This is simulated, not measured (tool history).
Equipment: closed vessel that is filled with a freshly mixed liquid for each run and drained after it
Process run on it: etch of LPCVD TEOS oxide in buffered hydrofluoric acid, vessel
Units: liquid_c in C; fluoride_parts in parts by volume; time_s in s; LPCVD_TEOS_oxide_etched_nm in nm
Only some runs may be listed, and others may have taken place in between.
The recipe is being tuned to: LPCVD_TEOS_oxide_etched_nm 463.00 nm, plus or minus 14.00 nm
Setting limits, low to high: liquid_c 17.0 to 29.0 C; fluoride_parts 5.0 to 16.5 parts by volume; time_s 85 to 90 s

run,hour,liquid_c,fluoride_parts,time_s,LPCVD_TEOS_oxide_etched_nm
1,0.0,21.0,10.0,85,407.29
2,2.9,21.0,10.0,85,398.13
3,5.6,22.0,10.0,85,413.25
4,10.6,22.0,10.0,85,415.85
5,11.4,22.0,7.5,85,544.74
6,12.1,22.0,5.5,85,726.65
7,20.5,20.5,6.0,85,620.60
8,22.1,20.5,6.0,85,615.88
9,28.6,19.5,6.5,85,554.46
10,34.9,17.0,7.0,85,445.85
11,39.6,17.0,7.0,85,445.09

Which of these 4 next moves meets every target?
A,44.3,17.5,8.0,90,?
B,44.3,17.5,7.0,85,?
C,44.3,19.0,8.5,90,?
D,44.3,17.0,7.5,85,?

move,LPCVD_TEOS_oxide_etched_nm
A,413.16
B,450.83
C,421.15
D,406.69
A: the biggest miss grows against the last run
B: in spec on every target
C: the biggest miss grows against the last run
D: the biggest miss grows against the last run
The right move is B.
